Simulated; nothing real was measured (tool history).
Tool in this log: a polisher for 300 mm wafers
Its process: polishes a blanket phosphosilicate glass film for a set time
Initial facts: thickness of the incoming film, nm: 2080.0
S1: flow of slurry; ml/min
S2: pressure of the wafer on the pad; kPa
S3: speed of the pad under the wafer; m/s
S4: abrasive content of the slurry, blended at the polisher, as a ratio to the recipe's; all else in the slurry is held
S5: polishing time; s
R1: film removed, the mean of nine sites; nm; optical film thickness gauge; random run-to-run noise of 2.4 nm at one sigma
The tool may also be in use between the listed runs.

| run | hour | S1 | S2 | S3 | S4 | S5 | R1 |
|---|---|---|---|---|---|---|---|
| 1 | 0.0 | 285 | 16.5 | 1.24 | 1.00 | 22 | 125.73 |
| 2 | 7.2 | 285 | 19.3 | 1.24 | 1.00 | 22 | 147.76 |
| 3 | 10.0 | 285 | 19.3 | 0.92 | 1.00 | 22 | 116.81 |
| 4 | 14.2 | 285 | 20.0 | 0.96 | 1.00 | 22 | 124.92 |
| 5 | 19.4 | 285 | 20.7 | 1.00 | 1.00 | 22 | 131.79 |
| 6 | 24.2 | 285 | 20.7 | 1.00 | 0.85 | 22 | 123.23 |
| 7 | 29.5 | 285 | 21.4 | 1.04 | 0.85 | 22 | 127.00 |
|  | 33.2 | slurry blender recalibrated |
| 8 | 33.2 | 285 | 22.1 | 1.10 | 0.85 | 22 | 161.28 |

What does the tool deliver on the next run?
| 9 | 41.5 | 285 | 22.8 | 1.10 | 0.85 | 22 | ? |

R1: 165.25 nm

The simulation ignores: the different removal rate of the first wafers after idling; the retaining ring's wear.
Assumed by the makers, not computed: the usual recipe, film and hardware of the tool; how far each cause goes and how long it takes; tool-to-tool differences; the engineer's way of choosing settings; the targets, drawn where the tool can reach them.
